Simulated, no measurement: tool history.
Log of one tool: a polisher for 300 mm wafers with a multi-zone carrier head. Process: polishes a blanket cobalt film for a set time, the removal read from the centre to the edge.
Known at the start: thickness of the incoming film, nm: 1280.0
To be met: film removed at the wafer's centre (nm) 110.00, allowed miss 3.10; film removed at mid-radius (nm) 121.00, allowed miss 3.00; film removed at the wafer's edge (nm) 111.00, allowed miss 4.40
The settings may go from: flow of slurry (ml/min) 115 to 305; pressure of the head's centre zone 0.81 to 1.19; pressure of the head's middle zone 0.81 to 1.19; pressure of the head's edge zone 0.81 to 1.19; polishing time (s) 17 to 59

run    day  flow of slurry (ml/min)  pressure of the head's centre zone  pressure of the head's middle zone  pressure of the head's edge zone  polishing time (s)  film removed at the wafer's centre (nm)  film removed at mid-radius (nm)  film removed at the wafer's edge (nm)
  1  0.000                      195                                1.00                                1.00                              1.00                  38                                   168.18                           170.93                                 169.94
  2  0.029                      165                                1.00                                1.00                              1.00                  38                                   161.18                           166.42                                 165.83
  3  0.067                      165                                1.00                                1.00                              1.03                  38                                   160.73                           164.25                                 171.23
  4  0.321                      165                                1.00                                0.96                              1.03                  38                                   161.49                           157.89                                 167.43
  5  0.633                      165                                1.00                                0.96                              0.99                  38                                   160.67                           158.42                                 164.97
  6  0.771                      175                                0.98                                0.96                              0.95                  35                                   146.02                           150.07                                 152.98
  7  0.938                      180                                0.98                                0.97                              0.92                  32                                   137.02                           139.29                                 136.21
  8  1.117                      175                                0.97                                0.97                              0.90                  31                                   129.69                           132.15                                 128.43
  9  1.350                      135                                0.89                                1.00                              0.81                  29                                   103.24                           118.64                                 113.37
 10  1.629                      145                                0.90                                1.00                              0.81                  29                                   105.61                           120.50                                 113.62

5 next moves are on the table. One of them brings every result within its allowed miss. Which?
  A  1.908                      150                                0.94                                0.95                              0.81                  28                                        ?                                ?                                      ?
  B  1.908                      180                                0.95                                1.19                              0.81                  25                                        ?                                ?                                      ?
  C  1.908                      230                                0.92                                1.01                              0.84                  26                                        ?                                ?                                      ?
  D  1.908                      150                                0.93                                1.10                              0.90                  26                                        ?                                ?                                      ?
  E  1.908                      195                                1.01                                0.93                              0.82                  27                                        ?                                ?                                      ?

move  film removed at the wafer's centre (nm)  film removed at mid-radius (nm)  film removed at the wafer's edge (nm)
   A                                   107.54                           113.72                                 111.74
   B                                   102.68                           129.07                                 102.84
   C                                   109.30                           122.72                                 112.75
   D                                    98.89                           119.55                                 107.95
   E                                   120.17                           115.06                                 113.43
A: brings the result that was furthest off to its target, and leaves another outside
B: further off than the last run
C: meets every target
D: further off than the last run
E: takes the result that was furthest off past its target
Answer: C
